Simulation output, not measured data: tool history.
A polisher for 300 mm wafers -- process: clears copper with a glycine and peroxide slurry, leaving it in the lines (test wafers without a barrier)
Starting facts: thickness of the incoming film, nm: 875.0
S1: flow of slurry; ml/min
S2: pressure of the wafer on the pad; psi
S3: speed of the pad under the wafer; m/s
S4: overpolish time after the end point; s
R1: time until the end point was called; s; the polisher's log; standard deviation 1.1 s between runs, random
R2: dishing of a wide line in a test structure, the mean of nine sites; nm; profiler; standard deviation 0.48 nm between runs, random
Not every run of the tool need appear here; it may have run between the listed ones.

run,hour,S1,S2,S3,S4,R1,R2
1,0.0,235,2.8,1.30,19,130.370,38.777
2,7.4,235,3.2,1.32,19,115.090,40.541
3,16.3,235,3.5,1.34,19,109.750,42.347
4,19.5,235,3.8,1.38,18,99.125,41.202
5,23.7,205,3.8,1.38,18,104.500,41.773
6,25.8,205,3.8,1.38,15,100.450,41.040
7,28.7,215,4.0,1.38,16,95.148,41.846
8,36.7,220,4.1,1.38,17,93.980,42.256

What will run 9 give?
9,45.5,225,4.2,1.38,18,?,?

Run 9 produced R1 92.528 s, R2 43.190 nm.
